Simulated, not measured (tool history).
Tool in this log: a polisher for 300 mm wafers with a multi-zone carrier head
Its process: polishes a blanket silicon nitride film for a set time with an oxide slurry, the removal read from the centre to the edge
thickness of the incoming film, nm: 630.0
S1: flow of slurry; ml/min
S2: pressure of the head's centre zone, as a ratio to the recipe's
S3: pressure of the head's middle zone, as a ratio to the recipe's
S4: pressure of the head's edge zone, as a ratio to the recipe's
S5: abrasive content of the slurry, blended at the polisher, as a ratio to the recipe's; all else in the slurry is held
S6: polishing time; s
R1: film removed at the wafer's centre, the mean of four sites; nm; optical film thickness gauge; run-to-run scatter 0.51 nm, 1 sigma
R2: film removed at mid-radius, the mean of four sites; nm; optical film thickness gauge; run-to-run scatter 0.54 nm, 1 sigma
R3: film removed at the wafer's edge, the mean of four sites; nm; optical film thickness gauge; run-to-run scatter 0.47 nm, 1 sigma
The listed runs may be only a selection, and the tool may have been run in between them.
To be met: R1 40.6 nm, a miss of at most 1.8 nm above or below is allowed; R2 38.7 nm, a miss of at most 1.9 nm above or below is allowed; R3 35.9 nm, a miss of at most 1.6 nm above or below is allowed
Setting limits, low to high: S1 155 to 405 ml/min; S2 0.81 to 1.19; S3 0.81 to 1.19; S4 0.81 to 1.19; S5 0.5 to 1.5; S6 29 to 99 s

Run 1, hour 0: S1 260 ml/min, S2 1, S3 1, S4 1, S5 1, S6 64 s. Result: R1 50.474 nm, R2 52.313 nm, R3 51.016 nm.
Run 2, hour 6.7: S1 260 ml/min, S2 1, S3 0.93, S4 1, S5 1, S6 64 s. Result: R1 49.982 nm, R2 47.403 nm, R3 50.869 nm.
Run 3, hour 8.8: S1 260 ml/min, S2 1, S3 0.89, S4 1, S5 1, S6 64 s. Result: R1 49.14 nm, R2 45.68 nm, R3 51.342 nm.
Run 4, hour 13.7: S1 260 ml/min, S2 1, S3 0.89, S4 1, S5 1, S6 56 s. Result: R1 44.29 nm, R2 39.823 nm, R3 44.563 nm.
Run 5, hour 18.4: S1 265 ml/min, S2 1.01, S3 0.92, S4 0.96, S5 0.9, S6 55 s. Result: R1 42.249 nm, R2 38.956 nm, R3 41.606 nm.
Run 6, hour 19.3: S1 265 ml/min, S2 0.95, S3 0.92, S4 0.96, S5 0.9, S6 55 s. Result: R1 40.641 nm, R2 40.481 nm, R3 41.679 nm.
Run 7, hour 22.9: S1 270 ml/min, S2 0.98, S3 0.94, S4 0.92, S5 0.85, S6 55 s. Result: R1 41.341 nm, R2 39.551 nm, R3 39.973 nm.
Run 8, hour 31.3: S1 270 ml/min, S2 0.98, S3 0.95, S4 0.89, S5 0.8, S6 55 s. Result: R1 40.401 nm, R2 38.663 nm, R3 37.94 nm.
Run 9, hour 33.4: S1 270 ml/min, S2 0.98, S3 0.96, S4 0.87, S5 0.8, S6 55 s. Result: R1 39.945 nm, R2 39.061 nm, R3 38.891 nm.

Next run, 5 choices. One meets every target within its allowed miss, the rest don't. Which?
Run A, hour 35.5: S1 185 ml/min, S2 1.06, S3 1.01, S4 0.81, S5 0.5, S6 63 s. Result: R1 ?, R2 ?, R3 ?.
Run B, hour 35.5: S1 335 ml/min, S2 0.88, S3 0.9, S4 0.92, S5 0.75, S6 61 s. Result: R1 ?, R2 ?, R3 ?.
Run C, hour 35.5: S1 195 ml/min, S2 0.86, S3 0.81, S4 0.94, S5 0.9, S6 58 s. Result: R1 ?, R2 ?, R3 ?.
Run D, hour 35.5: S1 325 ml/min, S2 1.19, S3 0.89, S4 0.81, S5 0.7, S6 55 s. Result: R1 ?, R2 ?, R3 ?.
Run E, hour 35.5: S1 275 ml/min, S2 1.14, S3 0.81, S4 0.93, S5 0.85, S6 54 s. Result: R1 ?, R2 ?, R3 ?.

move      R1      R2      R3
   A  40.597  39.468  35.741
   B  40.202  41.146  43.039
   C  38.112  36.617  42.634
   D  45.335  35.839  35.799
   E  45.101  34.275   39.51
A: hits every target within its allowed miss
B: misses by more than the last run did
C: misses by more than the last run did
D: brings the result that was furthest off to its target, and leaves another outside
E: misses by more than the last run did
Answer: A
